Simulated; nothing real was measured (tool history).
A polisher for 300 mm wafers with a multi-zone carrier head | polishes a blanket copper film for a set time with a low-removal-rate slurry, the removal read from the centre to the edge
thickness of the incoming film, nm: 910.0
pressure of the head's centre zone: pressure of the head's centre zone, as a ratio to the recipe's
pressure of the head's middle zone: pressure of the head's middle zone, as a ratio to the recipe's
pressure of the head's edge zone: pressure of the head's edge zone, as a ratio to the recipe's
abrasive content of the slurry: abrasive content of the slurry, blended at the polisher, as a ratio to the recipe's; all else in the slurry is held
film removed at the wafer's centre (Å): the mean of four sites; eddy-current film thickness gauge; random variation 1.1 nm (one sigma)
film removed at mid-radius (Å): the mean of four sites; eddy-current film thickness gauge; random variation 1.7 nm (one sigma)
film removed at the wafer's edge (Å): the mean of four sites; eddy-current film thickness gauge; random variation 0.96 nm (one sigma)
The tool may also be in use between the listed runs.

run	hour	flow of slurry (ml/min)	pressure of the head's centre zone	pressure of the head's middle zone	pressure of the head's edge zone	abrasive content of the slurry	polishing time (s)	film removed at the wafer's centre (Å)	film removed at mid-radius (Å)	film removed at the wafer's edge (Å)
1	0	165	1	1	1	1	76	1278.9	1246.3	1245.4
2	6.4	185	1.04	1	1.02	1	76	1364.2	1287.9	1274.7
3	10	185	1.04	1	1.02	1.15	76	1391.1	1355.7	1331.8
4	14.8	200	1.07	0.97	1.02	1.15	76	1441.8	1350.6	1343.8
5	16.8	160	1.07	0.97	1.02	1.15	76	1393	1272.1	1304.6
6	23.5	160	1.07	1.05	1.02	1.15	76	1386.4	1322.9	1294.2
7	28.2	180	1.1	1.02	1.03	1.15	76	1442.4	1352.5	1312

Forecast run 8:
8	32.1	190	1.13	0.98	1.04	1.15	76	?	?	?

{"run 8": {"film removed at the wafer's centre (Å)": 1527.3, "film removed at mid-radius (Å)": 1308.2, "film removed at the wafer's edge (Å)": 1321.7}}
